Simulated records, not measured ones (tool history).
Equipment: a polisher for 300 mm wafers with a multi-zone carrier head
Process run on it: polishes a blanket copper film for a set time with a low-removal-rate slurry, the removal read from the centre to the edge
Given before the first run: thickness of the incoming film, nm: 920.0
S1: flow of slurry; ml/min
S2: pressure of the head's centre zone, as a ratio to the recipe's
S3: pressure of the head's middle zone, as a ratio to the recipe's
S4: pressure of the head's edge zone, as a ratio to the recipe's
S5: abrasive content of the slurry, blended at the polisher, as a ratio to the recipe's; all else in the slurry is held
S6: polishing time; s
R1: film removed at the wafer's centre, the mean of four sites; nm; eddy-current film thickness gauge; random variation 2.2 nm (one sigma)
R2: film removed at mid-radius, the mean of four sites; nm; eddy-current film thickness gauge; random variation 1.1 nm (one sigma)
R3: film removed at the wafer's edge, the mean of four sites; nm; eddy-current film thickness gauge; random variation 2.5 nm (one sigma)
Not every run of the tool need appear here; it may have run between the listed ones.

{"run": 1, "hour": 0.0, "S1": 255, "S2": 1, "S3": 1, "S4": 1, "S5": 1, "S6": 85, "R1": 212.95, "R2": 216.64, "R3": 210.79}
{"run": 2, "hour": 6.8, "S1": 245, "S2": 1.02, "S3": 0.95, "S4": 1.01, "S5": 0.9, "S6": 84, "R1": 206.65, "R2": 199.78, "R3": 199.19}
{"run": 3, "hour": 9.8, "S1": 245, "S2": 1.02, "S3": 0.95, "S4": 1.01, "S5": 0.9, "S6": 105, "R1": 262.02, "R2": 247.99, "R3": 256}
{"run": 4, "hour": 16.6, "S1": 230, "S2": 1.05, "S3": 0.91, "S4": 1.06, "S5": 0.8, "S6": 98, "R1": 237.17, "R2": 212.41, "R3": 230.98}
{"run": 5, "hour": 22.5, "S1": 230, "S2": 0.99, "S3": 0.91, "S4": 1.06, "S5": 0.8, "S6": 98, "R1": 229.47, "R2": 213.11, "R3": 236.02}
{"run": 6, "hour": 29.9, "S1": 220, "S2": 1.02, "S3": 0.88, "S4": 1.07, "S5": 0.7, "S6": 95, "R1": 214.14, "R2": 191.53, "R3": 216.52}
{"run": 7, "hour": 31.0, "S1": 210, "S2": 1.05, "S3": 0.86, "S4": 1.08, "S5": 0.65, "S6": 93, "R1": 214.49, "R2": 179.27, "R3": 204.86}

Run 8, settings as shown, results not yet in. Your forecast:
{"run": 8, "hour": 31.8, "S1": 180, "S2": 1.06, "S3": 0.81, "S4": 1.1, "S5": 0.5, "S6": 88, "R1": "?", "R2": "?", "R3": "?"}

R1: 177.85 nm
R2: 148.39 nm
R3: 173.06 nm

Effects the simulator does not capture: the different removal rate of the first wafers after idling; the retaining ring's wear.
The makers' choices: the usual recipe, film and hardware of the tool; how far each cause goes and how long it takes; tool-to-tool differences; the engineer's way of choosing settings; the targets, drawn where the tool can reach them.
